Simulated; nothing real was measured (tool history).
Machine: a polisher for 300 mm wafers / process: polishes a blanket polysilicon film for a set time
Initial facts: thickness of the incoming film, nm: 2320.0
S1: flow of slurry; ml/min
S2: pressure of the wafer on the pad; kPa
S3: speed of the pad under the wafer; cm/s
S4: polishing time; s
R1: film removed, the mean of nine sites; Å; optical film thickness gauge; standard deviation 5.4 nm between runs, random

run  hour   S1    S2   S3  S4      R1
  1   0.0  165  15.2  128  37  3270.0
  2   1.9  165  15.2  112  37  2945.3
  3   3.2  165  15.2   96  37  2647.7
  4  11.1  200  15.2   96  37  2737.7
  5  13.4  235  15.2   96  37  2833.1
  6  21.3  235  15.2   96  33  2443.0
  7  29.2  235  16.5   98  33  2790.4

Run 8, settings as shown, results not yet in. Your forecast:
  8  32.0  240  20.7  102  33   ?

R1: 3462.7 Å

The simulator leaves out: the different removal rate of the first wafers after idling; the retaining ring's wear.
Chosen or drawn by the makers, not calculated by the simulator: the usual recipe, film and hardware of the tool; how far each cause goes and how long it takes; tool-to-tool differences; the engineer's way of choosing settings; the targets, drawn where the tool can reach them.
